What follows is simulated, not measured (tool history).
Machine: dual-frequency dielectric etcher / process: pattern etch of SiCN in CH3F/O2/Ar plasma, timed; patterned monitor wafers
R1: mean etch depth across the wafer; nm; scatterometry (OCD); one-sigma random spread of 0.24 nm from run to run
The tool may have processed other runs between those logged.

{"run": 1, "day": 0.0, "source power (kW)": 0.44, "bias power (kW)": 0.095, "etch time (s)": 84, "R1": 33.521}
{"run": 2, "day": 0.271, "source power (kW)": 0.49, "bias power (kW)": 0.095, "etch time (s)": 84, "R1": 35.168}
{"run": 3, "day": 0.317, "source power (kW)": 0.49, "bias power (kW)": 0.095, "etch time (s)": 84, "R1": 35.198}
{"run": 4, "day": 0.479, "source power (kW)": 0.49, "bias power (kW)": 0.086, "etch time (s)": 84, "R1": 33.751}
{"run": 5, "day": 0.812, "source power (kW)": 0.49, "bias power (kW)": 0.086, "etch time (s)": 88, "R1": 35.869}
{"run": 6, "day": 1.058, "source power (kW)": 0.5, "bias power (kW)": 0.087, "etch time (s)": 88, "R1": 35.854}
{"run": 7, "day": 1.133, "source power (kW)": 0.51, "bias power (kW)": 0.088, "etch time (s)": 88, "R1": 36.335}

Forecast run 8:
{"run": 8, "day": 1.179, "source power (kW)": 0.52, "bias power (kW)": 0.089, "etch time (s)": 88, "R1": "?"}

R1: 36.525 nm

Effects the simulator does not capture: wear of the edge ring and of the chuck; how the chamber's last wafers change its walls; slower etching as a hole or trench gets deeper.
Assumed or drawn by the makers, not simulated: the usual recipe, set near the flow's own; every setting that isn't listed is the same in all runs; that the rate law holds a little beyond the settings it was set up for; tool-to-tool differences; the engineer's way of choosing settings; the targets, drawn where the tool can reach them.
